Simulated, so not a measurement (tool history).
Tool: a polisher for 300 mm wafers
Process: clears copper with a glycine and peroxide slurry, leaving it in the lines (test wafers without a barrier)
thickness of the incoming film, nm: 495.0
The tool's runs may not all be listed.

run  hour  flow of slurry (ml/min)  pressure of the wafer on the pad (kPa)  speed of the pad under the wafer (m/s)  overpolish time after the end point (s)  time until the end point was called (s)  dishing of a wide line in a test structure (nm)
  1     0                      205                                    11.7                                    1.18                                        9                                   113.61                                           23.057
  2   8.4                      205                                    13.1                                    1.18                                        9                                   104.38                                           24.881
  3  11.3                      185                                    13.1                                    1.18                                        9                                   106.21                                           25.026
  4  14.2                      185                                    13.1                                    1.36                                        9                                   93.946                                           26.149
  5  20.9                      180                                    12.4                                    1.34                                       10                                   99.929                                            27.23
  6  26.6                      180                                    12.4                                    1.34                                       11                                   100.28                                             29.6
  7  32.8                      175                                    11.7                                    1.32                                       12                                   104.24                                           30.454

The next listed run, before its measurement:
  8  41.1                      175                                      11                                     1.3                                       13                                        ?                                                ?

{"run 8": {"time until the end point was called (s)": 112.2, "dishing of a wide line in a test structure (nm)": 31.277}}

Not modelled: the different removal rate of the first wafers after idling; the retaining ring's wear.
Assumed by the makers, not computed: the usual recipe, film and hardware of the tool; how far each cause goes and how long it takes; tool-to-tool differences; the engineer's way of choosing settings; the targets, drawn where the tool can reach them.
